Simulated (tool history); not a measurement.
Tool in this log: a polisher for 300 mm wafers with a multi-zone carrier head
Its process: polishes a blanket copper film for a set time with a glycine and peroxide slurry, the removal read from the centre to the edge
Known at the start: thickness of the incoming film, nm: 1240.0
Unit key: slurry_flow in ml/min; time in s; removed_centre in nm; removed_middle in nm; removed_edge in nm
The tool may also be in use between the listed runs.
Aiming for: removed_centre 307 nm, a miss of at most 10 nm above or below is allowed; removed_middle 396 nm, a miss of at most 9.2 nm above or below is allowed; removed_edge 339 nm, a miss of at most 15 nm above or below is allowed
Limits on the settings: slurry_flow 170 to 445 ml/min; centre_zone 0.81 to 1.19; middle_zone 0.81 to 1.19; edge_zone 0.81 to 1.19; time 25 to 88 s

run  hour  slurry_flow  centre_zone  middle_zone  edge_zone  time  removed_centre  removed_middle  removed_edge
  1     0          285            1            1          1    56          343.81          348.97        344.72
  2   6.9          285            1            1          1    67             411          412.23         421.4
  3  11.9          285         1.06            1          1    67          438.47          419.71        419.99
  4  17.3          285         1.06            1          1    55          356.82          335.43        347.81
  5  19.4          350         1.06            1          1    55          375.64          343.72        350.04
  6  22.6          350         1.06         0.91          1    55          375.55          322.88        351.85
  7  29.2          345         1.03         0.95          1    55          354.65          332.22        346.63
  8    37          350         1.01         0.98          1    55          352.43           339.9        346.71
  9  38.8          345         0.99         1.01          1    55           348.7          351.44        350.18
 10  47.8          340         0.97         1.03       0.99    55          333.63          352.14        348.51
 11  55.4          340         0.96         1.06       0.97    55          329.84          360.56        337.48

Which single option among these 5 for the next run brings every result within its allowed miss of target? Just one does.
  A    63          360         0.91         1.19       1.01    54               ?               ?             ?
  B    63          350         0.88         1.03       0.92    61               ?               ?             ?
  C    63          330         0.95         1.19       0.98    54               ?               ?             ?
  D    63          365         0.88         1.08       1.02    61               ?               ?             ?
  E    63          330         0.87          1.1       0.93    62               ?               ?             ?

move  removed_centre  removed_middle  removed_edge
   A          310.97          395.98           337
   B          338.56          394.65        364.48
   C          322.77          393.71        330.71
   D          339.67          411.93        383.34
   E          338.91          422.64        370.88
A: in spec on every target
B: brings the last run's worst result on target, with another outside its allowed miss
C: brings the last run's worst result on target, with another outside its allowed miss
D: the result that was furthest off in the last run now lies on the other side of its target
E: the result that was furthest off in the last run now lies on the other side of its target
So the answer is move A, the one that meets all the targets.

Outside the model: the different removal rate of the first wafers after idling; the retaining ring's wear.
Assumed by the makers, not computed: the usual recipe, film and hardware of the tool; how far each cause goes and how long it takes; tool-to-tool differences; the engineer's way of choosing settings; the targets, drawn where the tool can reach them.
